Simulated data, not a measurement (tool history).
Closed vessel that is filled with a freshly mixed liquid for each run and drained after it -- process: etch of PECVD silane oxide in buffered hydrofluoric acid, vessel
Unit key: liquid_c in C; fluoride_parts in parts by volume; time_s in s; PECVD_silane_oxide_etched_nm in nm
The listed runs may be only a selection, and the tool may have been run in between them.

run,hour,liquid_c,fluoride_parts,time_s,PECVD_silane_oxide_etched_nm
1,0,22,7.5,100,193.31
2,1.3,22,7.5,100,193.16
3,9.8,22,7.5,105,202.34
4,13.6,22,7.5,100,194.91
5,18.3,22.5,7.5,100,200.03
6,19.5,23,7.5,100,206.83

For run 7, what comes out?
7,21.6,23.5,7.5,100,?

{"run 7": {"PECVD_silane_oxide_etched_nm": 212.48}}
